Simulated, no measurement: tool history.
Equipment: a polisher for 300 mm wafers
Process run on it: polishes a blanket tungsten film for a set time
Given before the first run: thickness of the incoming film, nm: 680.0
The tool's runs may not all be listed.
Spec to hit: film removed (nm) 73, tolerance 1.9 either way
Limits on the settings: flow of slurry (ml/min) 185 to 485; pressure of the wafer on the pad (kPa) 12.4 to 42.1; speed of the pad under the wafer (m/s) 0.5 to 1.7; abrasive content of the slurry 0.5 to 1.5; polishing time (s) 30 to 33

run  hour  flow of slurry (ml/min)  pressure of the wafer on the pad (kPa)  speed of the pad under the wafer (m/s)  abrasive content of the slurry  polishing time (s)  film removed (nm)
  1     0                      310                                    26.9                                     1.1                               1                  33             169.36
  2   6.6                      310                                    26.9                                     1.1                               1                  30             155.31
  3   9.9                      305                                    22.1                                    1.02                               1                  30             115.19
  4  15.3                      305                                    22.1                                    1.02                               1                  30             118.65
  5  23.7                      305                                    22.1                                    1.18                               1                  30             134.17
  6  24.8                      305                                    22.1                                    1.18                               1                  33             148.14
  7  29.5                      300                                    18.6                                    1.08                               1                  33             115.94
  8  31.9                      295                                    16.5                                       1                               1                  33             96.242
  9  34.5                      285                                    15.2                                    0.98                               1                  33             85.819
 10  38.8                      285                                    15.2                                    0.98                               1                  33             86.802
 11    42                      285                                    15.2                                    0.98                               1                  33             86.542
 12  47.7                      280                                    12.4                                     0.9                               1                  33             66.311
 13  49.1                      310                                    12.4                                     0.9                               1                  33             66.086
 14  54.9                      310                                    12.4                                     0.9                               1                  33             66.025
 15  57.1                      280                                    12.4                                     0.9                               1                  33             65.729
 16  62.5                      285                                    13.1                                     0.9                               1                  33             69.082

Next run, 4 choices. One meets every target within its allowed miss, the rest don't. Which?
  A  67.9                      395                                    17.2                                    0.78                             0.9                  33                  ?
  B  67.9                      225                                    12.4                                    1.06                            1.05                  33                  ?
  C  67.9                      295                                    12.4                                     1.2                            0.95                  30                  ?
  D  67.9                      255                                    17.2                                     0.8                             1.1                  30                  ?

move  film removed (nm)
   A             77.508
   B             75.731
   C             77.696
   D             73.842
A: the result that was furthest off in the last run now lies on the other side of its target
B: the result that was furthest off in the last run now lies on the other side of its target
C: the result that was furthest off in the last run now lies on the other side of its target
D: all results land within tolerance of their targets
The move that meets every target is D.
